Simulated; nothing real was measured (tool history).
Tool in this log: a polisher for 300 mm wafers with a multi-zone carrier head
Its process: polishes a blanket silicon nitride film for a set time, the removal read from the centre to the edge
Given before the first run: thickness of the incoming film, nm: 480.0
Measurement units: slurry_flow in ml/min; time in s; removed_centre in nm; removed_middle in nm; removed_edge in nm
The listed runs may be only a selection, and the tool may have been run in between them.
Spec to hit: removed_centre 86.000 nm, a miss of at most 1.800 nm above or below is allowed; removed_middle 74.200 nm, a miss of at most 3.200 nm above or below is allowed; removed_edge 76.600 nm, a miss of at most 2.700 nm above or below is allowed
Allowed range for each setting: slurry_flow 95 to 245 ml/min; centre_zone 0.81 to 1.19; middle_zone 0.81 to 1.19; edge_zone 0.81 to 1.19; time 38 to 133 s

| run | hour | slurry_flow | centre_zone | middle_zone | edge_zone | time | removed_centre | removed_middle | removed_edge |
|---|---|---|---|---|---|---|---|---|---|
| 1 | 0.0 | 155 | 1.00 | 1.00 | 1.00 | 85 | 149.660 | 147.910 | 150.120 |
| 2 | 4.6 | 155 | 1.00 | 1.00 | 1.08 | 85 | 149.470 | 144.740 | 156.760 |
| 3 | 6.0 | 170 | 1.00 | 1.00 | 1.08 | 85 | 152.070 | 150.110 | 156.810 |
| 4 | 14.8 | 170 | 0.94 | 1.00 | 1.08 | 85 | 145.060 | 146.890 | 159.670 |
| 5 | 21.3 | 155 | 0.98 | 0.95 | 0.99 | 69 | 120.010 | 115.010 | 121.440 |
| 6 | 28.2 | 155 | 0.98 | 0.95 | 0.99 | 82 | 142.960 | 136.130 | 145.500 |
| 7 | 36.6 | 155 | 1.00 | 0.92 | 0.95 | 67 | 117.390 | 107.860 | 115.380 |
| 8 | 37.4 | 155 | 1.02 | 0.91 | 0.91 | 58 | 105.410 | 93.293 | 97.483 |
| 9 | 40.2 | 150 | 1.02 | 0.90 | 0.88 | 54 | 95.591 | 83.441 | 89.889 |
| 10 | 45.8 | 140 | 1.04 | 0.92 | 0.86 | 52 | 93.751 | 81.468 | 85.101 |
| 11 | 47.4 | 140 | 1.04 | 0.92 | 0.86 | 52 | 92.863 | 82.689 | 83.884 |
| 12 | 54.6 | 125 | 1.05 | 0.91 | 0.84 | 52 | 91.353 | 79.251 | 82.038 |
| 13 | 61.0 | 120 | 1.05 | 0.91 | 0.83 | 51 | 88.254 | 77.222 | 79.826 |

Pick the move, out of 5, that brings all results within their allowed miss; only one does.
| A | 67.4 | 105 | 1.01 | 0.84 | 0.87 | 55 | ? | ? | ? |
| B | 67.4 | 140 | 1.06 | 0.81 | 0.87 | 50 | ? | ? | ? |
| C | 67.4 | 95 | 1.02 | 0.86 | 0.89 | 58 | ? | ? | ? |
| D | 67.4 | 185 | 1.02 | 0.88 | 0.81 | 46 | ? | ? | ? |
| E | 67.4 | 110 | 1.12 | 0.89 | 0.90 | 50 | ? | ? | ? |

| move | removed_centre | removed_middle | removed_edge |
|---|---|---|---|
| A | 87.226 | 74.151 | 85.607 |
| B | 91.035 | 70.765 | 82.219 |
| C | 89.286 | 77.014 | 89.029 |
| D | 85.702 | 73.611 | 76.375 |
| E | 89.521 | 71.697 | 79.664 |
A: brings the last run's worst result on target, with another outside its allowed miss
B: further off than the last run
C: further off than the last run
D: every result lands within tolerance
E: further off than the last run
Answer: D

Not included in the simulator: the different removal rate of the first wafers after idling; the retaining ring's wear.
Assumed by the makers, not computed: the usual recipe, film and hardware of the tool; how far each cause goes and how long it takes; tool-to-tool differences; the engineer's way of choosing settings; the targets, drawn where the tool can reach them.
